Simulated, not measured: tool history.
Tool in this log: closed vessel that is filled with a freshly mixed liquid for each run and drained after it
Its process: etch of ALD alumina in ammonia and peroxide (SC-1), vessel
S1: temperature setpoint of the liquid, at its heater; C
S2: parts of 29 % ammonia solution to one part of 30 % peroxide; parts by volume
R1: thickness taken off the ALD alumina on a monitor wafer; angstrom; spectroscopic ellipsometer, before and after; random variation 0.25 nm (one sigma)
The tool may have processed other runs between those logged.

{"run": 1, "day": 0.0, "S1": 48, "S2": 0.7, "time in the liquid (s)": 720, "R1": 559.66}
{"run": 2, "day": 0.296, "S1": 46.5, "S2": 0.7, "time in the liquid (s)": 720, "R1": 519.53}
{"run": 3, "day": 0.588, "S1": 46.5, "S2": 0.7, "time in the liquid (s)": 720, "R1": 517.03}
{"run": 4, "day": 0.946, "S1": 46.5, "S2": 0.7, "time in the liquid (s)": 765, "R1": 550.22}
{"run": 5, "day": 1.333, "S1": 45, "S2": 0.7, "time in the liquid (s)": 765, "R1": 502.38}
{"run": 6, "day": 1.496, "S1": 45, "S2": 0.7, "time in the liquid (s)": 765, "R1": 511.43}
{"run": 7, "day": 1.721, "S1": 44, "S2": 0.7, "time in the liquid (s)": 765, "R1": 474.89}
{"run": 8, "day": 2.096, "S1": 43.5, "S2": 0.7, "time in the liquid (s)": 765, "R1": 460.77}

What will run 9 give?
{"run": 9, "day": 2.225, "S1": 43, "S2": 0.7, "time in the liquid (s)": 765, "R1": "?"}

R1: 449.45 angstrom

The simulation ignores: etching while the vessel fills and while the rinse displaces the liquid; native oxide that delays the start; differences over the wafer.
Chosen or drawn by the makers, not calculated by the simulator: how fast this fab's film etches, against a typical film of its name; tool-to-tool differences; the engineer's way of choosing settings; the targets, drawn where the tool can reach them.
